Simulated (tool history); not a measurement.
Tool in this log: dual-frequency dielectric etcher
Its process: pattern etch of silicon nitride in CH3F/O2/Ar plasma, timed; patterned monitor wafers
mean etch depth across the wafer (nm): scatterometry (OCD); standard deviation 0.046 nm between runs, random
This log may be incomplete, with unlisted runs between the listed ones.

run    day  source power (W)  bias power (W)  etch time (s)  mean etch depth across the wafer (nm)
  1  0.000               370              97           34.5                                 26.156
  2  0.271               340              89           34.5                                 24.460
  3  0.429               320              84           34.5                                 23.366
  4  0.712               300              81           34.5                                 22.549
  5  0.975               290              78           34.5                                 21.905
  6  1.092               280              76           34.5                                 21.409

Estimate the outcome of run 7 from the log above:
  7  1.446               230              68           34.5                                      ?

Run 7 gave mean etch depth across the wafer (nm) 19.259.
